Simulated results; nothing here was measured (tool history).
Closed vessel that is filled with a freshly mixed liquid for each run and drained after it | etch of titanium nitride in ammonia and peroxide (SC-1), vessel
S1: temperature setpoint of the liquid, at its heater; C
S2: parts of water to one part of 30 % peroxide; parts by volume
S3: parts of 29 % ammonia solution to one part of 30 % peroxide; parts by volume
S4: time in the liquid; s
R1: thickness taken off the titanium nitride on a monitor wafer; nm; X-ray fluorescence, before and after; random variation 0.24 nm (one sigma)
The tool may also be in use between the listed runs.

{"run": 1, "hour": 0.0, "S1": 50.0, "S2": 13.0, "S3": 0.9, "S4": 690, "R1": 63.079}
{"run": 2, "hour": 6.5, "S1": 49.0, "S2": 13.0, "S3": 0.9, "S4": 690, "R1": 59.25}
{"run": 3, "hour": 9.9, "S1": 48.0, "S2": 13.0, "S3": 0.9, "S4": 690, "R1": 54.924}
{"run": 4, "hour": 19.0, "S1": 47.5, "S2": 13.0, "S3": 0.9, "S4": 690, "R1": 52.635}
{"run": 5, "hour": 23.2, "S1": 47.0, "S2": 13.0, "S3": 0.9, "S4": 690, "R1": 50.948}
{"run": 6, "hour": 32.3, "S1": 46.5, "S2": 13.0, "S3": 0.9, "S4": 690, "R1": 49.208}
{"run": 7, "hour": 33.8, "S1": 46.0, "S2": 13.0, "S3": 0.9, "S4": 690, "R1": 47.604}
{"run": 8, "hour": 38.6, "S1": 45.5, "S2": 13.0, "S3": 0.9, "S4": 690, "R1": 45.981}

Forecast run 9:
{"run": 9, "hour": 48.0, "S1": 45.0, "S2": 13.0, "S3": 0.9, "S4": 690, "R1": "?"}

Run 9 gave R1 44.082 nm.
